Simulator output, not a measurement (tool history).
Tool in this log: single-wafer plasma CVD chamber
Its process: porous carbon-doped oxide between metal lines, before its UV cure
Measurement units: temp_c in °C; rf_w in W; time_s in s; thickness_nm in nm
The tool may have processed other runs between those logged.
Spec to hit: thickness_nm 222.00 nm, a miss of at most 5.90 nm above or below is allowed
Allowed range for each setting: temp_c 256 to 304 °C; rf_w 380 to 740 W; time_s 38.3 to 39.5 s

run,hour,temp_c,rf_w,time_s,thickness_nm
1,0.0,280,560,38.3,264.36
2,1.0,282,555,38.3,258.75
3,8.7,284,550,38.3,255.24
4,13.3,284,475,38.3,235.14
5,20.6,285,475,38.3,233.67
6,28.3,286,475,38.3,231.59
7,31.7,287,475,38.3,230.85
8,32.2,288,475,38.3,229.23

Pick the move, out of 4, that brings all results within their allowed miss; only one does.
A,32.7,285,480,38.7,?
B,32.7,287,445,38.4,?
C,32.7,283,480,38.3,?
D,32.7,291,425,38.3,?

move,thickness_nm
A,237.83
B,223.41
C,238.48
D,211.45
A: lands further from the targets than the last run did
B: each result inside its tolerance
C: lands further from the targets than the last run did
D: takes the biggest miss from the last run beyond its target
B meets every target.
